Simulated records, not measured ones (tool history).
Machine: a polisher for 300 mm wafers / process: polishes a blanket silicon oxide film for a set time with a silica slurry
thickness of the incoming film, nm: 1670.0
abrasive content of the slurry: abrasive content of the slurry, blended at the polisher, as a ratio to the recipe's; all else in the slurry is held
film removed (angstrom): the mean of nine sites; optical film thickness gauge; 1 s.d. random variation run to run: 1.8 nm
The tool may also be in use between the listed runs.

| run | day | flow of slurry (ml/min) | pressure of the wafer on the pad (kPa) | speed of the pad under the wafer (m/s) | abrasive content of the slurry | polishing time (s) | film removed (angstrom) |
|---|---|---|---|---|---|---|---|
| 1 | 0 | 280 | 21.4 | 1.1 | 1 | 88 | 2175.8 |
| 2 | 0.192 | 280 | 21.4 | 1.1 | 1.15 | 88 | 2296.6 |
| 3 | 0.442 | 280 | 21.4 | 1.1 | 1.15 | 92 | 2412.5 |
| 4 | 0.65 | 280 | 20 | 1.1 | 1.15 | 92 | 2243.3 |
| 5 | 0.671 | 280 | 18.6 | 1.1 | 1.15 | 92 | 2169.1 |
| 6 | 0.975 | 280 | 18.6 | 1.1 | 1.15 | 88 | 2002.6 |
| 7 | 1.25 | 280 | 17.9 | 1.1 | 1.15 | 88 | 1907.7 |
| 8 | 1.404 | 280 | 17.2 | 1.1 | 1.15 | 88 | 1867 |

Expected results for the next run?
| 9 | 1.642 | 280 | 12.4 | 1.08 | 1.15 | 88 | ? |

{"run 9": {"film removed (angstrom)": 1362.5}}

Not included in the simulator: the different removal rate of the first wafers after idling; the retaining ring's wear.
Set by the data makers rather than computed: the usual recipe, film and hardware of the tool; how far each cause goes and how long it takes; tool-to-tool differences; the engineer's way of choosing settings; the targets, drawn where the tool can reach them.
